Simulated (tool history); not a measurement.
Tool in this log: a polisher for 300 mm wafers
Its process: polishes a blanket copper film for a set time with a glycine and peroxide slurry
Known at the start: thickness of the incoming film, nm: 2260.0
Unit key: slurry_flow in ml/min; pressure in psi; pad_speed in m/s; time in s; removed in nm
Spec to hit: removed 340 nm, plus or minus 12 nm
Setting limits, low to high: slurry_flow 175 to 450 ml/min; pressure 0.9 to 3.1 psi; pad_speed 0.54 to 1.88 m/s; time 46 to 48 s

| run | hour | slurry_flow | pressure | pad_speed | time | removed |
|---|---|---|---|---|---|---|
| 1 | 0 | 290 | 2 | 1.2 | 46 | 197.76 |
| 2 | 8.2 | 290 | 2.2 | 1.24 | 46 | 219.55 |
| 3 | 13.6 | 290 | 2.4 | 1.26 | 46 | 236.81 |
| 4 | 21.7 | 290 | 2.5 | 1.3 | 46 | 251.26 |
| 5 | 25.3 | 290 | 2.7 | 1.3 | 46 | 263.62 |
| 6 | 27.7 | 290 | 2.8 | 1.34 | 46 | 280.46 |
| 7 | 33.5 | 290 | 2.9 | 1.36 | 46 | 286.75 |
| 8 | 34.9 | 290 | 2.9 | 1.4 | 46 | 291.1 |

Consider the 4 candidate settings below. Which is the only one whose results all fall within their allowed miss of target?
| A | 36.3 | 305 | 2.6 | 1.78 | 46 | ? |
| B | 36.3 | 280 | 3.1 | 1.48 | 48 | ? |
| C | 36.3 | 300 | 2.9 | 1.46 | 46 | ? |
| D | 36.3 | 260 | 2.9 | 1.58 | 46 | ? |

| move | removed |
|---|---|
| A | 324.12 |
| B | 339.32 |
| C | 306.95 |
| D | 319.77 |
A: better than the last run, though not everything is in spec
B: each result inside its tolerance
C: better than the last run, though not everything is in spec
D: better than the last run, though not everything is in spec
B is the move that brings every result within its allowed miss.

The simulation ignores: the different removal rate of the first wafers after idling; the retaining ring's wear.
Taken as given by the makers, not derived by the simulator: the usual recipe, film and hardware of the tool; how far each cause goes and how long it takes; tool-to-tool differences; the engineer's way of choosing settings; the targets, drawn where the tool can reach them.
